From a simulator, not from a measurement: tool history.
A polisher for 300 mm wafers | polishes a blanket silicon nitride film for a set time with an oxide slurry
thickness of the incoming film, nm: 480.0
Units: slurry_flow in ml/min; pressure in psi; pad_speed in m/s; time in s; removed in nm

run,day,slurry_flow,pressure,pad_speed,slurry_solids,time,removed
1,0,265,3.3,1.34,1,120,104.74
2,0.338,265,3.3,1.56,1,120,118.2
3,0.638,265,3.2,1.56,1,120,117.09
4,0.888,265,4,1.56,1,120,143.34
5,1.158,265,4.4,1.56,1,120,160.37
6,1.275,265,4.2,1.56,1,120,149.79

Run 7, settings as shown, results not yet in. Your forecast:
7,1.342,265,4,1.56,1,120,?

Logged for run 7: removed 142.4 nm.
